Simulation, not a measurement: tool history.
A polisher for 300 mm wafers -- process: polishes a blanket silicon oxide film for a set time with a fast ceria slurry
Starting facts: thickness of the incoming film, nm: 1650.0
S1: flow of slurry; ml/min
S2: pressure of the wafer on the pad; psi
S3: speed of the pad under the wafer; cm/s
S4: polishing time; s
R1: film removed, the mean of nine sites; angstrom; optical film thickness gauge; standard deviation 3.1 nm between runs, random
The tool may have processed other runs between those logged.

run 1 hour=0.0 | S1=165 S2=2.8 S3=114 S4=18 | R1=2711.4
run 2 hour=2.0 | S1=170 S2=3.0 S3=114 S4=18 | R1=2946.8
run 3 hour=2.8 | S1=180 S2=3.1 S3=114 S4=18 | R1=3013.1
run 4 hour=7.6 | S1=180 S2=3.2 S3=114 S4=18 | R1=3134.1
run 5 hour=9.2 | S1=180 S2=3.3 S3=114 S4=18 | R1=3248.9
run 6 hour=17.2 | S1=180 S2=3.3 S3=124 S4=18 | R1=3452.8
run 7 hour=23.7 | S1=180 S2=3.4 S3=124 S4=18 | R1=3536.7
run 8 hour=27.5 | S1=185 S2=3.4 S3=124 S4=18 | R1=3551.6

What does the tool deliver on the next run?
run 9 hour=31.9 | S1=185 S2=3.5 S3=124 S4=18 | R1=?

R1: 3652.9 angstrom
